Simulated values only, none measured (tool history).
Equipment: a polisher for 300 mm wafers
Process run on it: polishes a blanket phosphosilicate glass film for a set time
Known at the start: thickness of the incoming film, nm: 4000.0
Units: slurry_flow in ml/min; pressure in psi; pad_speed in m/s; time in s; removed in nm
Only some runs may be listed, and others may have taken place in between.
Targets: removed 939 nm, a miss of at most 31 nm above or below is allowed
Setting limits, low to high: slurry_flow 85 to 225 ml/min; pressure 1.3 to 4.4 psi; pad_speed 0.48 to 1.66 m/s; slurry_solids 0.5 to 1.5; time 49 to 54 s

run	day	slurry_flow	pressure	pad_speed	slurry_solids	time	removed
1	0	145	2.8	1.06	1	54	512.83
2	0.158	110	2.8	1.06	1	54	481.41
3	0.325	125	3.1	1.06	1	54	531.45
4	0.446	135	3.4	1.1	1	54	587.57
5	0.612	145	3.6	1.16	1	54	654.22
6	0.912	150	3.8	1.2	1	54	697.52
7	1.008	150	4.4	1.42	1	54	899.33
8	1.379	150	4.4	1.42	1	54	882.26

Exactly one of the 4 candidate moves below puts every result within its allowed miss. Which one?
A	1.75	155	4.3	1.44	1	52	?
B	1.75	145	4.3	1.46	1	51	?
C	1.75	160	4.3	1.64	0.95	52	?
D	1.75	160	3.9	1.48	1.05	52	?

move	removed
A	864.43
B	847.08
C	939.69
D	848.2
A: lands further from the targets than the last run did
B: lands further from the targets than the last run did
C: every result lands within tolerance
D: lands further from the targets than the last run did
Correct choice: C, which meets every target
